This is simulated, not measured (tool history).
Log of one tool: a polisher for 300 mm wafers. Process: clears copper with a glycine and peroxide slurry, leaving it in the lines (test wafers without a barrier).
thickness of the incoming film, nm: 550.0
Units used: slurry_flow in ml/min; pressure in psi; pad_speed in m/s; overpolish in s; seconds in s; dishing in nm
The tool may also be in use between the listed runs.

run	day	slurry_flow	pressure	pad_speed	overpolish	seconds	dishing
1	0	125	3.2	1.08	28	90.178	101.98
2	0.338	130	3.6	1.1	28	79.294	107.5
3	0.492	130	3.6	1.1	20	84.698	89.804
4	0.588	130	4.4	1.1	20	69.769	101.64
5	0.667	130	4.5	1.1	23	66.543	112.88
6	0.825	130	4.9	1.1	23	60.645	121.46
7	1.029	130	4.9	1.1	25	63.321	127.33

Run 8 is up next; what results do you expect?
8	1.196	130	4.9	1.1	26	?	?

For run 8 the tool returned seconds 62.481 s, dishing 128.99 nm.

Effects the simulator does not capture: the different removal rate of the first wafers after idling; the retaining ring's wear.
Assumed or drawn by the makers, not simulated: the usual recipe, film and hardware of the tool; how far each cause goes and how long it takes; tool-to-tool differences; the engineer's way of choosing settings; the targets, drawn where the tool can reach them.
